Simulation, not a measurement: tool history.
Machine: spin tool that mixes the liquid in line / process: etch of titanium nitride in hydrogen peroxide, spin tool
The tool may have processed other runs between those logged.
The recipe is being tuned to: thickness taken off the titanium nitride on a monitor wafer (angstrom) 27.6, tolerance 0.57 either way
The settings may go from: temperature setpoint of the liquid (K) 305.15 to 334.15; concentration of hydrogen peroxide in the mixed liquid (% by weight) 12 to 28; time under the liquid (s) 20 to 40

run	day	temperature setpoint of the liquid (K)	concentration of hydrogen peroxide in the mixed liquid (% by weight)	time under the liquid (s)	thickness taken off the titanium nitride on a monitor wafer (angstrom)
1	0	318.15	19	40	25.184
2	0.104	318.65	19	40	26.152
3	0.442	313.65	19	40	18.164
4	0.658	315.15	19	40	20.16
5	0.817	316.15	19	40	21.94
6	1.133	316.15	19	40	21.88
7	1.467	317.15	19	40	23.479
8	1.654	317.65	19	40	24.417
9	1.983	318.15	19	40	25.445
10	2.079	318.65	19	40	26.424

Exactly one of the 4 candidate moves below puts every result within its allowed miss. Which one?
A	2.175	319.65	16.5	40	?
B	2.175	318.65	18.5	40	?
C	2.175	318.65	18	40	?
D	2.175	318.65	17	40	?

move	thickness taken off the titanium nitride on a monitor wafer (angstrom)
A	27.643
B	26.328
C	26.175
D	25.859
A: meets every target
B: further off than the last run
C: further off than the last run
D: further off than the last run
Answer: A

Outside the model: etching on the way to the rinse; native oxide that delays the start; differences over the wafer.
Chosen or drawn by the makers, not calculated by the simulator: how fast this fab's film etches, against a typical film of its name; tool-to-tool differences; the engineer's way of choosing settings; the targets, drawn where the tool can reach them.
